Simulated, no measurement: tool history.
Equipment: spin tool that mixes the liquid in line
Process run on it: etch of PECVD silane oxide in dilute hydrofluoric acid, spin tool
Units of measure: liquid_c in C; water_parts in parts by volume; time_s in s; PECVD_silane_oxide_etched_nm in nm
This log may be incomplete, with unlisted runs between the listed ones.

| run | hour | liquid_c | water_parts | time_s | PECVD_silane_oxide_etched_nm |
|---|---|---|---|---|---|
| 1 | 0.0 | 21.0 | 275 | 320 | 36.230 |
| 2 | 7.5 | 21.0 | 370 | 320 | 24.615 |
| 3 | 9.3 | 22.0 | 370 | 320 | 25.631 |
| 4 | 15.6 | 22.5 | 370 | 320 | 26.263 |
| 5 | 16.5 | 23.0 | 370 | 320 | 26.348 |
|  | 17.7 | thermometer replaced |
| 6 | 17.7 | 23.5 | 370 | 320 | 28.475 |
| 7 | 22.6 | 24.0 | 370 | 320 | 28.677 |

Estimate the outcome of run 8 from the log above:
| 8 | 23.5 | 24.5 | 370 | 320 | ? |

{"run 8": {"PECVD_silane_oxide_etched_nm": 29.539}}
